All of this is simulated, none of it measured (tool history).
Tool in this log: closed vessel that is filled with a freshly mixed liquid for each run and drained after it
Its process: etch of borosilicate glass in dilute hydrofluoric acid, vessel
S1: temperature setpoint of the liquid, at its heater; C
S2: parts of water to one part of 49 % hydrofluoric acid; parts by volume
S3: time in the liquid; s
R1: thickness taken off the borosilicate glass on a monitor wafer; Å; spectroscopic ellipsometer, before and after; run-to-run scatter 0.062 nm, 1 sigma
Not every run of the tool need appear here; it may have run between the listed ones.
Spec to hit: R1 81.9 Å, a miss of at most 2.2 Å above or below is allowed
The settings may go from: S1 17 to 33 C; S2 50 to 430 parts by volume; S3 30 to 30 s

run,hour,S1,S2,S3,R1
1,0,25,240,30,45.026
2,1.8,25,240,30,45.164
3,6.6,25,175,30,66.015
4,8.8,25,245,30,44.156
5,10.5,25,245,30,43.891
6,18.9,25,320,30,31.22
7,23.9,27,280,30,39.89
8,24.6,28.5,250,30,48.747
9,33.5,29.5,230,30,55.264
10,36.2,30.5,215,30,62.918
11,38.9,31,205,30,67.732
12,46.8,31.5,200,30,71.395
13,48.3,32,195,30,75.424
14,51,32.5,195,30,76.543
15,54.1,32.5,190,30,79.551

Which single option among these 4 for the next run brings every result within its allowed miss of target? Just one does.
A,57.2,32,190,30,?
B,57.2,31,190,30,?
C,57.2,33,185,30,?
D,57.2,31.5,190,30,?

move,R1
A,76.801
B,74.215
C,82.138
D,75.501
A: its largest miss is bigger than the last run's
B: its largest miss is bigger than the last run's
C: all results in spec
D: its largest miss is bigger than the last run's
Correct choice: C, which meets every target

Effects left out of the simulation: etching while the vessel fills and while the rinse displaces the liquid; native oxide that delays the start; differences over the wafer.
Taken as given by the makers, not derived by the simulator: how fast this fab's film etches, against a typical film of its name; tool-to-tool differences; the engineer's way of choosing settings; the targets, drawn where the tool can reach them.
